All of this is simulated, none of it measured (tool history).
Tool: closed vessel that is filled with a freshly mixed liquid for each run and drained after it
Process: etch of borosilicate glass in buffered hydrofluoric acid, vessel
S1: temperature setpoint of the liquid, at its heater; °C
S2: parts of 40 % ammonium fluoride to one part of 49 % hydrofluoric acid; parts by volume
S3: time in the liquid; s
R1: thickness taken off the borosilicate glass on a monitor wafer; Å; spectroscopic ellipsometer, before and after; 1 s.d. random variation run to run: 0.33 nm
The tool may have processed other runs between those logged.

run  hour    S1    S2  S3      R1
  1     0    21  22.5  90  439.83
  2   1.6    21    29  90  371.58
  3   9.6    23  25.5  90  451.78
  4  14.5  24.5    23  90  526.15
  5  23.1    23    23  90   485.8
  6  32.1    23    20  90  536.59

The next listed run, before its measurement:
  7  37.7  24.5  19.5  90   ?

R1: 591.99 Å
